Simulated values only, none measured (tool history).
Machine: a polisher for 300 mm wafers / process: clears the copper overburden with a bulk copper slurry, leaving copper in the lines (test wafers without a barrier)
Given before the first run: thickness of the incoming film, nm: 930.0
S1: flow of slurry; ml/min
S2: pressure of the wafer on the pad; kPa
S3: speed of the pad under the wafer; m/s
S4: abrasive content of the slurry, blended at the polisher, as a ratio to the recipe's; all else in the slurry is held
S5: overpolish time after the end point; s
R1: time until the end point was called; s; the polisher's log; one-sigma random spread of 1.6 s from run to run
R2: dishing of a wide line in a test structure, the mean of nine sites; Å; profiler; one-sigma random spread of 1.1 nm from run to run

{"run": 1, "hour": 0.0, "S1": 170, "S2": 17.2, "S3": 1.16, "S4": 1.0, "S5": 19, "R1": 104.69, "R2": 942.86}
{"run": 2, "hour": 3.7, "S1": 170, "S2": 17.2, "S3": 1.16, "S4": 1.1, "S5": 19, "R1": 103.06, "R2": 945.59}
{"run": 3, "hour": 6.5, "S1": 175, "S2": 17.9, "S3": 1.18, "S4": 1.1, "S5": 15, "R1": 97.501, "R2": 833.11}
{"run": 4, "hour": 11.9, "S1": 175, "S2": 17.9, "S3": 1.18, "S4": 1.2, "S5": 15, "R1": 94.389, "R2": 840.92}
{"run": 5, "hour": 14.7, "S1": 175, "S2": 17.9, "S3": 1.18, "S4": 1.35, "S5": 15, "R1": 92.627, "R2": 882.12}
{"run": 6, "hour": 20.3, "S1": 175, "S2": 17.9, "S3": 1.18, "S4": 1.35, "S5": 18, "R1": 90.213, "R2": 960.54}
{"run": 7, "hour": 25.7, "S1": 180, "S2": 17.9, "S3": 1.2, "S4": 1.35, "S5": 15, "R1": 88.845, "R2": 894.19}

For run 8, what comes out?
{"run": 8, "hour": 26.3, "S1": 185, "S2": 17.9, "S3": 1.2, "S4": 1.35, "S5": 13, "R1": "?", "R2": "?"}

Logged for run 8: R1 91.515 s, R2 813.93 Å.
